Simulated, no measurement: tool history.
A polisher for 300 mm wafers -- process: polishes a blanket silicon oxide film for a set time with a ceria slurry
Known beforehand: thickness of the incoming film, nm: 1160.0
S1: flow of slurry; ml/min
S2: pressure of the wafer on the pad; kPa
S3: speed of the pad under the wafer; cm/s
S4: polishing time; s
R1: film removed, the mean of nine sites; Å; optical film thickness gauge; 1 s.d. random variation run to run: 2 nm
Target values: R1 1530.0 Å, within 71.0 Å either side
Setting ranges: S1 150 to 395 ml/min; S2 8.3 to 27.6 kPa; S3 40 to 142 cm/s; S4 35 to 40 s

{"run": 1, "hour": 0.0, "S1": 250, "S2": 17.9, "S3": 90, "S4": 40, "R1": 1068.9}
{"run": 2, "hour": 8.0, "S1": 250, "S2": 19.3, "S3": 90, "S4": 40, "R1": 1116.7}
{"run": 3, "hour": 12.4, "S1": 250, "S2": 19.3, "S3": 90, "S4": 40, "R1": 1140.8}
{"run": 4, "hour": 15.8, "S1": 250, "S2": 20.7, "S3": 90, "S4": 40, "R1": 1203.3}
{"run": 5, "hour": 24.2, "S1": 285, "S2": 20.7, "S3": 90, "S4": 40, "R1": 1234.2}
{"run": 6, "hour": 25.5, "S1": 285, "S2": 20.7, "S3": 80, "S4": 40, "R1": 1150.6}
{"run": 7, "hour": 31.6, "S1": 290, "S2": 22.1, "S3": 80, "S4": 40, "R1": 1180.9}
{"run": 8, "hour": 37.3, "S1": 290, "S2": 23.4, "S3": 80, "S4": 40, "R1": 1252.3}
{"run": 9, "hour": 46.2, "S1": 295, "S2": 24.1, "S3": 80, "S4": 40, "R1": 1329.3}

Which one of the following 5 next-run settings gets every result inside its allowed miss? There is exactly one.
{"run": "A", "hour": 55.1, "S1": 335, "S2": 22.8, "S3": 84, "S4": 35, "R1": "?"}
{"run": "B", "hour": 55.1, "S1": 330, "S2": 24.8, "S3": 100, "S4": 40, "R1": "?"}
{"run": "C", "hour": 55.1, "S1": 320, "S2": 26.2, "S3": 98, "S4": 35, "R1": "?"}
{"run": "D", "hour": 55.1, "S1": 290, "S2": 27.6, "S3": 92, "S4": 40, "R1": "?"}
{"run": "E", "hour": 55.1, "S1": 265, "S2": 27.6, "S3": 96, "S4": 39, "R1": "?"}

move=A R1=1138.8
move=B R1=1653.2
move=C R1=1490.8
move=D R1=1668.2
move=E R1=1666.4
A: further off than the last run
B: takes the biggest miss from the last run beyond its target
C: meets every target
D: takes the biggest miss from the last run beyond its target
E: takes the biggest miss from the last run beyond its target
The right move is C.
